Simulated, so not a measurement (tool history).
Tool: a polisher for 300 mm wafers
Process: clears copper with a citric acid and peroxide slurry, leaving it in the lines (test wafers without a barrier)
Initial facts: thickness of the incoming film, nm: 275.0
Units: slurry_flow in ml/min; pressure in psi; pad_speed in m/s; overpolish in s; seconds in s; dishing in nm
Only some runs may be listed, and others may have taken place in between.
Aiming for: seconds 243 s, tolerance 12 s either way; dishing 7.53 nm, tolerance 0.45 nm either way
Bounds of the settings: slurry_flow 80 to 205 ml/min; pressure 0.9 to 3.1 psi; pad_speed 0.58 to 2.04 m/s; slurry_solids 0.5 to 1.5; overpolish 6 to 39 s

{"run": 1, "hour": 0.0, "slurry_flow": 135, "pressure": 2, "pad_speed": 1.3, "slurry_solids": 1, "overpolish": 20, "seconds": 139.03, "dishing": 18.212}
{"run": 2, "hour": 1.4, "slurry_flow": 135, "pressure": 1.8, "pad_speed": 1.28, "slurry_solids": 1, "overpolish": 18, "seconds": 156.32, "dishing": 15.217}
{"run": 3, "hour": 9.1, "slurry_flow": 135, "pressure": 1.7, "pad_speed": 1.28, "slurry_solids": 1, "overpolish": 16, "seconds": 166.89, "dishing": 13.614}
{"run": 4, "hour": 11.8, "slurry_flow": 135, "pressure": 1.6, "pad_speed": 1.28, "slurry_solids": 1, "overpolish": 15, "seconds": 177.51, "dishing": 12.505}
{"run": 5, "hour": 14.5, "slurry_flow": 135, "pressure": 1.5, "pad_speed": 1.28, "slurry_solids": 1, "overpolish": 14, "seconds": 186.17, "dishing": 11.446}
{"run": 6, "hour": 15.6, "slurry_flow": 135, "pressure": 1.4, "pad_speed": 1.28, "slurry_solids": 1, "overpolish": 13, "seconds": 196.63, "dishing": 10.146}
{"run": 7, "hour": 16.9, "slurry_flow": 135, "pressure": 1.4, "pad_speed": 1.28, "slurry_solids": 1, "overpolish": 13, "seconds": 198.42, "dishing": 9.8803}
{"run": 8, "hour": 23.9, "slurry_flow": 135, "pressure": 1.3, "pad_speed": 1.28, "slurry_solids": 1, "overpolish": 13, "seconds": 211.2, "dishing": 9.8902}
{"run": 9, "hour": 30.3, "slurry_flow": 135, "pressure": 1.3, "pad_speed": 1.28, "slurry_solids": 1, "overpolish": 12, "seconds": 210.36, "dishing": 9.0476}
{"run": 10, "hour": 31.5, "slurry_flow": 130, "pressure": 1.2, "pad_speed": 1.28, "slurry_solids": 1, "overpolish": 11, "seconds": 226.5, "dishing": 7.9871}
{"hour": 38.5, "done": "worn pad replaced by a new one"}
{"run": 11, "hour": 38.5, "slurry_flow": 120, "pressure": 1.2, "pad_speed": 1.28, "slurry_solids": 1, "overpolish": 12, "seconds": 205.57, "dishing": 9.269}
{"run": 12, "hour": 42.9, "slurry_flow": 125, "pressure": 1.2, "pad_speed": 1.28, "slurry_solids": 1, "overpolish": 12, "seconds": 203.47, "dishing": 9.3432}
{"run": 13, "hour": 48.2, "slurry_flow": 130, "pressure": 1.2, "pad_speed": 1.28, "slurry_solids": 1, "overpolish": 12, "seconds": 207.81, "dishing": 9.4914}
{"run": 14, "hour": 52.0, "slurry_flow": 135, "pressure": 1.2, "pad_speed": 1.28, "slurry_solids": 1, "overpolish": 12, "seconds": 203.97, "dishing": 9.5551}
{"run": 15, "hour": 55.4, "slurry_flow": 130, "pressure": 1.1, "pad_speed": 1.28, "slurry_solids": 1, "overpolish": 12, "seconds": 221.44, "dishing": 8.907}
{"run": 16, "hour": 62.3, "slurry_flow": 130, "pressure": 1.1, "pad_speed": 1.28, "slurry_solids": 1, "overpolish": 12, "seconds": 220.45, "dishing": 8.7812}

Consider the 4 candidate settings below. Which is the only one whose results all fall within their allowed miss of target?
{"run": "A", "hour": 69.2, "slurry_flow": 145, "pressure": 1.1, "pad_speed": 1.02, "slurry_solids": 1, "overpolish": 19, "seconds": "?", "dishing": "?"}
{"run": "B", "hour": 69.2, "slurry_flow": 120, "pressure": 1.1, "pad_speed": 1.06, "slurry_solids": 0.95, "overpolish": 15, "seconds": "?", "dishing": "?"}
{"run": "C", "hour": 69.2, "slurry_flow": 130, "pressure": 1, "pad_speed": 1.48, "slurry_solids": 1, "overpolish": 12, "seconds": "?", "dishing": "?"}
{"run": "D", "hour": 69.2, "slurry_flow": 135, "pressure": 1, "pad_speed": 1.22, "slurry_solids": 1.2, "overpolish": 11, "seconds": "?", "dishing": "?"}

move=A seconds=267.82 dishing=10.773
move=B seconds=270.97 dishing=8.8298
move=C seconds=208.82 dishing=9.0559
move=D seconds=242.56 dishing=7.4466
A: moves away from the targets compared with the last run
B: just as far off the targets as the last run
C: moves away from the targets compared with the last run
D: each result inside its tolerance
D is the move that brings every result within its allowed miss.
